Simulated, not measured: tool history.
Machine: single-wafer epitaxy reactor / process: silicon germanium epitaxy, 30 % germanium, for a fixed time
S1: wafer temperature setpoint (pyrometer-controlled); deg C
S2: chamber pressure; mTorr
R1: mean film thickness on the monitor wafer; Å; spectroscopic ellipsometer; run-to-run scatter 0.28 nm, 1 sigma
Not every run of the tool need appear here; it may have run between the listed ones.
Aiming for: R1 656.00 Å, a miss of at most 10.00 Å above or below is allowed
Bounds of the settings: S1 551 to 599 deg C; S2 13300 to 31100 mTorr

| run | hour | S1 | S2 | R1 |
|---|---|---|---|---|
| 1 | 0.0 | 575 | 22200 | 400.04 |
| 2 | 7.8 | 575 | 25300 | 432.78 |
| 3 | 10.4 | 565 | 25300 | 346.75 |
| 4 | 15.9 | 574 | 25400 | 427.08 |
| 5 | 22.8 | 570 | 25400 | 389.39 |
| 6 | 25.0 | 570 | 23900 | 378.30 |
| 7 | 32.8 | 582 | 24300 | 492.60 |
| 8 | 37.7 | 582 | 24300 | 492.41 |
| 9 | 43.6 | 586 | 24300 | 537.64 |
| 10 | 52.4 | 589 | 24300 | 574.34 |
| 11 | 57.8 | 591 | 24300 | 594.32 |
| 12 | 62.9 | 592 | 24300 | 608.42 |
| 13 | 70.9 | 597 | 24400 | 678.16 |

Exactly one of the 5 candidate moves below puts every result within its allowed miss. Which one?
| A | 78.9 | 597 | 25100 | ? |
| B | 78.9 | 591 | 26900 | ? |
| C | 78.9 | 598 | 25600 | ? |
| D | 78.9 | 595 | 24700 | ? |
| E | 78.9 | 599 | 24600 | ? |

| move | R1 |
|---|---|
| A | 687.59 |
| B | 630.20 |
| C | 709.90 |
| D | 653.48 |
| E | 708.58 |
A: misses by more than the last run did
B: pushes the last run's worst result past its target
C: misses by more than the last run did
D: every result lands within tolerance
E: misses by more than the last run did
Go with D: it meets all targets.
